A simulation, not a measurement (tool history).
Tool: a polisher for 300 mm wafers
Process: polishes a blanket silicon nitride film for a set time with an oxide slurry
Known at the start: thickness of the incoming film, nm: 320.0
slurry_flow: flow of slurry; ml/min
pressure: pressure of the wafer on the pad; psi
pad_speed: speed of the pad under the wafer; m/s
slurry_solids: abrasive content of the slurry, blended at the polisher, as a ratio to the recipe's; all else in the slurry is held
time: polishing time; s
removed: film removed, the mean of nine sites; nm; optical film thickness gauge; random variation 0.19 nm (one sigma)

run 1 hour=0 | slurry_flow=265 pressure=3 pad_speed=1.04 slurry_solids=1 time=90 | removed=36.752
run 2 hour=8.4 | slurry_flow=260 pressure=2.8 pad_speed=1.04 slurry_solids=1 time=90 | removed=33.589
run 3 hour=13.3 | slurry_flow=250 pressure=2.7 pad_speed=1.04 slurry_solids=1 time=90 | removed=32.498
run 4 hour=16.5 | slurry_flow=245 pressure=2.6 pad_speed=1.04 slurry_solids=1 time=90 | removed=31.51
run 5 hour=21.4 | slurry_flow=275 pressure=2.6 pad_speed=1.04 slurry_solids=1 time=90 | removed=31.711
run 6 hour=29 | slurry_flow=270 pressure=2.6 pad_speed=1.04 slurry_solids=1 time=90 | removed=31.762

The next listed run, before its measurement:
-- hour=34.2 head pressure recalibrated
run 7 hour=34.2 | slurry_flow=260 pressure=2.6 pad_speed=1.04 slurry_solids=1 time=90 | removed=?

removed: 35.782 nm
